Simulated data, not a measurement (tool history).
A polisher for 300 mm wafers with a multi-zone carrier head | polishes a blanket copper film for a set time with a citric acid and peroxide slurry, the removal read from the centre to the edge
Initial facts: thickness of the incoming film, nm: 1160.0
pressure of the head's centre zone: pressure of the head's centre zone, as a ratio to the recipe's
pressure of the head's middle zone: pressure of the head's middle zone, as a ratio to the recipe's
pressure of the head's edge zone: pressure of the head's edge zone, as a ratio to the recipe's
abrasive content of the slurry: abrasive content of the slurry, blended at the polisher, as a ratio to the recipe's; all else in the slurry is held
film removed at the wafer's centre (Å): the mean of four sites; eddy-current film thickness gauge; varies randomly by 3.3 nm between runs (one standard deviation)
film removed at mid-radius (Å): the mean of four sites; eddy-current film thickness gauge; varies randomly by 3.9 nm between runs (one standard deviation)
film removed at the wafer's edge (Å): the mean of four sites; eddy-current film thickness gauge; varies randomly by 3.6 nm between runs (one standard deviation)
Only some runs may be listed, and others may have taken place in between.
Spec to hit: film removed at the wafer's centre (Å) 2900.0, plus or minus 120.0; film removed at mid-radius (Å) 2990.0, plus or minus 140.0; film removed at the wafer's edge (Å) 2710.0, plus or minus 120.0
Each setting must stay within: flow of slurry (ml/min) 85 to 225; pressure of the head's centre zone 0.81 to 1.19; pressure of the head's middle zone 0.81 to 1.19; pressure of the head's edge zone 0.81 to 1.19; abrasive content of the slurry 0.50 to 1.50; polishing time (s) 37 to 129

run	day	flow of slurry (ml/min)	pressure of the head's centre zone	pressure of the head's middle zone	pressure of the head's edge zone	abrasive content of the slurry	polishing time (s)	film removed at the wafer's centre (Å)	film removed at mid-radius (Å)	film removed at the wafer's edge (Å)
1	0.000	145	1.00	1.00	1.00	1.00	83	1931.7	1910.0	1952.0
2	0.046	175	1.00	1.00	1.00	1.00	83	2016.2	1936.2	1963.8
3	0.283	175	1.01	1.02	1.00	1.05	86	2125.4	2118.5	2017.6
4	0.625	175	0.95	1.02	1.00	1.05	86	2064.4	2083.4	2056.2
5	0.938	175	0.96	1.02	1.01	1.10	89	2154.7	2188.0	2211.9
6	1.292	180	0.98	1.03	1.01	1.15	90	2280.7	2263.3	2259.0
7	1.371	180	0.99	1.05	1.01	1.20	91	2289.1	2403.4	2302.4
8	1.446	185	1.01	1.05	1.01	1.25	92	2400.2	2429.1	2322.0
9	1.717	190	1.02	1.06	1.02	1.30	93	2514.8	2512.0	2434.3
10	2.004	195	1.03	1.07	1.03	1.35	93	2555.8	2579.3	2472.9

Of the 4 settings listed for the next run, only one would bring every result within its allowed miss of target. Which one?
A	2.292	140	0.82	0.92	1.19	1.50	97	?	?	?
B	2.292	220	1.14	1.18	0.85	1.35	90	?	?	?
C	2.292	200	1.15	1.17	1.12	1.25	101	?	?	?
D	2.292	175	0.94	1.02	1.07	1.35	85	?	?	?

move	film removed at the wafer's centre (Å)	film removed at mid-radius (Å)	film removed at the wafer's edge (Å)
A	2239.9	2312.7	2651.2
B	2676.7	2785.8	2142.9
C	2908.6	2992.1	2655.8
D	2162.6	2242.0	2202.1
A: the biggest miss grows against the last run
B: the biggest miss grows against the last run
C: each result inside its tolerance
D: the biggest miss grows against the last run
Go with C: it meets all targets.
